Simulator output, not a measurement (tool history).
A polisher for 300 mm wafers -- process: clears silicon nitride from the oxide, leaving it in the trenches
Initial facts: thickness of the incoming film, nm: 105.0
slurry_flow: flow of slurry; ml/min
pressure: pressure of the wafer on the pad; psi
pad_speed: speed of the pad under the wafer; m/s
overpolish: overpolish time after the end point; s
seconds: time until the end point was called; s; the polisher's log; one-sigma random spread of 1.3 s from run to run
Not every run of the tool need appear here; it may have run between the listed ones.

run,hour,slurry_flow,pressure,pad_speed,overpolish,seconds
1,0.0,275,2.2,1.06,30,130.28
2,5.7,275,2.2,0.84,30,160.77
3,9.0,275,2.2,0.84,30,162.39
4,13.9,275,2.2,0.96,30,146.05
5,17.8,275,2.3,0.96,30,137.98
6,24.2,220,2.3,0.96,30,144.40
7,30.1,260,2.9,0.98,30,112.32

What will run 8 give?
8,36.2,260,3.0,0.98,30,?

{"run 8": {"seconds": 104.32}}
